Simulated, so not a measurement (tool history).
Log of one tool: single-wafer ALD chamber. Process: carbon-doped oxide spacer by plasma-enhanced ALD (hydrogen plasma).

| run | day | heater temperature setpoint (K) | number of ALD cycles (cycles) | mean film thickness on the monitor wafer (nm) |
|---|---|---|---|---|
| 1 | 0.000 | 663.15 | 262 | 14.335 |
| 2 | 0.275 | 663.15 | 229 | 12.506 |
| 3 | 0.542 | 663.15 | 265 | 14.589 |
| 4 | 0.900 | 654.15 | 265 | 14.448 |
| 5 | 1.146 | 654.15 | 250 | 13.578 |
| 6 | 1.388 | 654.15 | 283 | 15.489 |
| 7 | 1.662 | 654.15 | 241 | 13.141 |

What will run 8 give?
| 8 | 1.817 | 654.15 | 231 | ? |

mean film thickness on the monitor wafer (nm): 12.657
